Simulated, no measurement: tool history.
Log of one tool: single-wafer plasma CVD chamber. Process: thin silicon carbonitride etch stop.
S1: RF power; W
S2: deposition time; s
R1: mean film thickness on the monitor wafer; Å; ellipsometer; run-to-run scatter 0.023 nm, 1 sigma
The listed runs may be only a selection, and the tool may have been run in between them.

run    day   S1    S2      R1
  1  0.000  245  12.7  76.760
  2  0.262  235  12.4  74.494
  3  0.479  225  12.1  72.273
  4  0.758  200  12.1  70.755
  5  1.083  225  12.1  72.430
  6  1.350  260  12.1  74.332

Run 7 comes next. What will it give?
  7  1.533  250  11.8   ?

Run 7 produced R1 71.393 Å.
